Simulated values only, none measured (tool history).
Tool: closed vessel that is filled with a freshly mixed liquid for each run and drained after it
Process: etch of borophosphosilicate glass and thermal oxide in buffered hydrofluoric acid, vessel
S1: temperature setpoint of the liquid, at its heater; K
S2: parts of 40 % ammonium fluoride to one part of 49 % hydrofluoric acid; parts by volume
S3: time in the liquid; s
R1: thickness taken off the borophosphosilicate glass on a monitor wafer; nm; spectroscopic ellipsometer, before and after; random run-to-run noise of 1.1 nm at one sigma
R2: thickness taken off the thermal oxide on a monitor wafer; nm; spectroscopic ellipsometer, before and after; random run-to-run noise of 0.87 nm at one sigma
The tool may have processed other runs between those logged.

run,hour,S1,S2,S3,R1,R2
1,0.0,295.15,12.0,60,100.150,53.092
2,4.5,295.15,12.0,35,57.966,30.858
3,9.9,295.15,15.0,35,46.628,24.595
4,18.7,292.65,15.0,35,41.173,21.309
5,25.3,290.65,15.0,35,36.209,19.342
6,30.9,292.65,13.5,35,45.779,24.002
7,38.4,294.15,12.0,35,55.539,29.317
8,39.8,295.65,11.0,35,65.839,34.679
9,41.3,296.65,10.0,35,75.506,39.717
# hour 44.9: hydrofluoric acid flow meter replaced
10,44.9,297.65,9.5,35,87.045,45.812

The next listed run, before its measurement:
11,52.5,298.65,9.0,35,?,?

R1: 94.753 nm
R2: 49.843 nm

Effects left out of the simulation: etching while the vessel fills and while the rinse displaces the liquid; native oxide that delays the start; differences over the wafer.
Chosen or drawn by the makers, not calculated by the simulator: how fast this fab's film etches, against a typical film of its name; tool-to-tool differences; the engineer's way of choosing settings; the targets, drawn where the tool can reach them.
